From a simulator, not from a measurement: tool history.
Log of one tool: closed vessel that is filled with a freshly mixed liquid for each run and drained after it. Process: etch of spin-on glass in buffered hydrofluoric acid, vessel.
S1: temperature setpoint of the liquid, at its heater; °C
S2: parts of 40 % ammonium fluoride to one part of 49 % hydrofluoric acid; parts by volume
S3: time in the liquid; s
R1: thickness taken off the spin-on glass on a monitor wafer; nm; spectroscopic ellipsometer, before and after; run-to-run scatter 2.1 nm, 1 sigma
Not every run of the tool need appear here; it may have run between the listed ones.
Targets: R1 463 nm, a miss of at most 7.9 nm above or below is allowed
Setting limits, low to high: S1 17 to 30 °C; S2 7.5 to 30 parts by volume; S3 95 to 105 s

run	day	S1	S2	S3	R1
1	0	22	22	95	284.34
2	0.112	23.5	21.5	95	316.95
3	0.475	25	21.5	95	341.81
4	0.575	25	21.5	105	381.07
5	0.846	26	21.5	105	400.32
6	1.025	26	16	105	536.44
7	1.321	25.5	16	105	519.25
8	1.442	25	16	105	507.83
9	1.608	24.5	16	105	492.91
10	1.717	24.5	16	105	497.85
11	1.838	24.5	16	105	491.4
12	2.088	24	16	105	483.15

Which one of the following 4 next-run settings gets every result inside its allowed miss? There is exactly one.
A	2.338	24	15	105	?
B	2.338	27.5	16.5	95	?
C	2.338	21	14	105	?
D	2.338	24.5	16.5	105	?

move	R1
A	514.72
B	512.35
C	466.78
D	481.69
A: misses by more than the last run did
B: misses by more than the last run did
C: all results in spec
D: closer than the last run, but not yet in spec
C meets every target.

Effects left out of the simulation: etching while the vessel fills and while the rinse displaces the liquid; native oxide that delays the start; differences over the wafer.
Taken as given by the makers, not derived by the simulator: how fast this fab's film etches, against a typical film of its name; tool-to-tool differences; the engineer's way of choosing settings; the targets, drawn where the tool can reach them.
